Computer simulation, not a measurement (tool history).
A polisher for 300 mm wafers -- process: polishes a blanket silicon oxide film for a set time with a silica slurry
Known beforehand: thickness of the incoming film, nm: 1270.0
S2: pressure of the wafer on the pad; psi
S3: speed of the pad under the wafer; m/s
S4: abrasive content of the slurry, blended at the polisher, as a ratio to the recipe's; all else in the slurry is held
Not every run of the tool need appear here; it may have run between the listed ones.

run 1 hour=0 | flow_of_slurry_(ml/min)=240 S2=3.6 S3=1 S4=1 polishing_time_(s)=23 | film_removed_(Å)=696.05
run 2 hour=8.9 | flow_of_slurry_(ml/min)=235 S2=3 S3=1 S4=1 polishing_time_(s)=23 | film_removed_(Å)=592.19
run 3 hour=12.1 | flow_of_slurry_(ml/min)=260 S2=3 S3=1 S4=1 polishing_time_(s)=23 | film_removed_(Å)=596.06
run 4 hour=13.2 | flow_of_slurry_(ml/min)=260 S2=2.6 S3=0.98 S4=1 polishing_time_(s)=23 | film_removed_(Å)=522.2
run 5 hour=19.6 | flow_of_slurry_(ml/min)=260 S2=2.6 S3=0.98 S4=1 polishing_time_(s)=23 | film_removed_(Å)=519.38
run 6 hour=20.6 | flow_of_slurry_(ml/min)=260 S2=2.3 S3=0.98 S4=1 polishing_time_(s)=23 | film_removed_(Å)=458.18
run 7 hour=25.4 | flow_of_slurry_(ml/min)=250 S2=2.2 S3=0.98 S4=1 polishing_time_(s)=23 | film_removed_(Å)=436.09
run 8 hour=26.8 | flow_of_slurry_(ml/min)=230 S2=2.2 S3=0.98 S4=1 polishing_time_(s)=23 | film_removed_(Å)=431.64
run 9 hour=28.7 | flow_of_slurry_(ml/min)=210 S2=2.2 S3=0.98 S4=1 polishing_time_(s)=23 | film_removed_(Å)=426.41
run 10 hour=35.2 | flow_of_slurry_(ml/min)=200 S2=2.2 S3=0.98 S4=1 polishing_time_(s)=23 | film_removed_(Å)=423.76
run 11 hour=36.9 | flow_of_slurry_(ml/min)=190 S2=2.2 S3=0.98 S4=1 polishing_time_(s)=23 | film_removed_(Å)=420.56
run 12 hour=41.9 | flow_of_slurry_(ml/min)=190 S2=2.2 S3=0.98 S4=1 polishing_time_(s)=23 | film_removed_(Å)=420.65
run 13 hour=48.4 | flow_of_slurry_(ml/min)=185 S2=2.2 S3=0.98 S4=1 polishing_time_(s)=23 | film_removed_(Å)=420.3
run 14 hour=54.3 | flow_of_slurry_(ml/min)=180 S2=2.2 S3=0.98 S4=1 polishing_time_(s)=23 | film_removed_(Å)=420.3

Run 15, settings as shown, results not yet in. Your forecast:
run 15 hour=58.3 | flow_of_slurry_(ml/min)=175 S2=2.2 S3=0.98 S4=1 polishing_time_(s)=23 | film_removed_(Å)=?

{"run 15": {"film removed (Å)": 419.45}}

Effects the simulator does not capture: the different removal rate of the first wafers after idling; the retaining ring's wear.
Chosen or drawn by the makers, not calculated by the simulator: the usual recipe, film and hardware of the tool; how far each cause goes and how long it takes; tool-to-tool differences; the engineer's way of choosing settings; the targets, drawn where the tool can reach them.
